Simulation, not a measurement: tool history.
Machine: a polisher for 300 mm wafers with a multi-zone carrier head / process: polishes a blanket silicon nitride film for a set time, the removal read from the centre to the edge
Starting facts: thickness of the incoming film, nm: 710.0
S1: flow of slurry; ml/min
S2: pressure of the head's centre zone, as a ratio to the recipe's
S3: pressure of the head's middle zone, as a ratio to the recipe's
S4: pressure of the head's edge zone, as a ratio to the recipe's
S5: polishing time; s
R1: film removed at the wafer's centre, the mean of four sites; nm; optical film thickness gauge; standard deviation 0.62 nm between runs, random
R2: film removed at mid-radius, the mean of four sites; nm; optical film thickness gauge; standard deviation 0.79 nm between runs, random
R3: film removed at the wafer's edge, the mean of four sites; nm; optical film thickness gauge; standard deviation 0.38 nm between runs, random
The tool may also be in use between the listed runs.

{"run": 1, "day": 0.0, "S1": 310, "S2": 1, "S3": 1, "S4": 1, "S5": 47, "R1": 81.037, "R2": 77.805, "R3": 79.614}
{"run": 2, "day": 0.288, "S1": 280, "S2": 1, "S3": 1, "S4": 1, "S5": 47, "R1": 80.499, "R2": 80.204, "R3": 79.756}
{"run": 3, "day": 0.662, "S1": 280, "S2": 1, "S3": 1, "S4": 1, "S5": 56, "R1": 94.545, "R2": 92.615, "R3": 93.838}
{"run": 4, "day": 0.721, "S1": 280, "S2": 1.06, "S3": 1, "S4": 1, "S5": 56, "R1": 98.4, "R2": 93.763, "R3": 95.717}
{"run": 5, "day": 0.962, "S1": 280, "S2": 1.06, "S3": 1.01, "S4": 0.96, "S5": 50, "R1": 87.863, "R2": 86.047, "R3": 83.79}
{"run": 6, "day": 1.108, "S1": 280, "S2": 1.06, "S3": 0.95, "S4": 0.96, "S5": 50, "R1": 89.285, "R2": 81.5, "R3": 84.042}
{"run": 7, "day": 1.375, "S1": 280, "S2": 1.07, "S3": 0.96, "S4": 0.93, "S5": 45, "R1": 81.953, "R2": 73.466, "R3": 73.908}
{"run": 8, "day": 1.692, "S1": 275, "S2": 1.06, "S3": 0.98, "S4": 0.91, "S5": 42, "R1": 75.805, "R2": 67.211, "R3": 69.138}
{"run": 9, "day": 1.996, "S1": 290, "S2": 1.07, "S3": 1.03, "S4": 0.91, "S5": 39, "R1": 71.715, "R2": 66.342, "R3": 63.913}
{"run": 10, "day": 2.204, "S1": 290, "S2": 1.07, "S3": 1.05, "S4": 0.9, "S5": 37, "R1": 67.267, "R2": 64.318, "R3": 60.553}
{"run": 11, "day": 2.4, "S1": 295, "S2": 1.07, "S3": 1.06, "S4": 0.89, "S5": 36, "R1": 65.486, "R2": 64.572, "R3": 57.67}
{"run": 12, "day": 2.521, "S1": 295, "S2": 1.06, "S3": 1.06, "S4": 0.88, "S5": 35, "R1": 62.616, "R2": 64.261, "R3": 56.84}
{"run": 13, "day": 2.896, "S1": 295, "S2": 1.06, "S3": 1.06, "S4": 0.87, "S5": 34, "R1": 61.294, "R2": 60.365, "R3": 54.745}
{"run": 14, "day": 3.108, "S1": 295, "S2": 1.06, "S3": 1.06, "S4": 0.86, "S5": 34, "R1": 61.345, "R2": 61.727, "R3": 54.781}
{"run": 15, "day": 3.35, "S1": 295, "S2": 1.06, "S3": 1.06, "S4": 0.85, "S5": 34, "R1": 61.225, "R2": 60.164, "R3": 54.503}
{"run": 16, "day": 3.379, "S1": 295, "S2": 1.06, "S3": 1.06, "S4": 0.84, "S5": 34, "R1": 63.237, "R2": 60.29, "R3": 54.138}
{"run": 17, "day": 3.742, "S1": 295, "S2": 1.05, "S3": 1.06, "S4": 0.84, "S5": 34, "R1": 61.676, "R2": 60.255, "R3": 53.85}

For run 18, what comes out?
{"run": 18, "day": 3.762, "S1": 295, "S2": 1.04, "S3": 1.06, "S4": 0.83, "S5": 34, "R1": "?", "R2": "?", "R3": "?"}

{"run 18": {"R1": 60.998, "R2": 60.496, "R3": 53.857}}
